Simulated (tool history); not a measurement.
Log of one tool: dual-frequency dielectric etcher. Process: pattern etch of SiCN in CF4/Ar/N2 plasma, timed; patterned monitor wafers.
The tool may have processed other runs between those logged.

run,day,source power (W),bias power (W),Ar flow (sccm),CF4 flow (sccm),etch time (s),mean etch depth across the wafer (angstrom)
1,0,600,78,107,55,107,1172.2
2,0.062,600,78,93,55,107,1209.6
3,0.138,600,78,76,55,107,1261
4,0.283,600,78,84,55,107,1238.2
5,0.583,600,78,84,51,107,1212.9
6,0.654,570,78,84,51,107,1170.8
7,0.688,540,78,84,51,107,1109.1
8,0.771,530,78,84,51,107,1093.4
9,0.85,520,78,84,51,107,1075.3

For run 10, what comes out?
10,0.954,510,78,84,51,107,?

Run 10 gave mean etch depth across the wafer (angstrom) 1055.6.
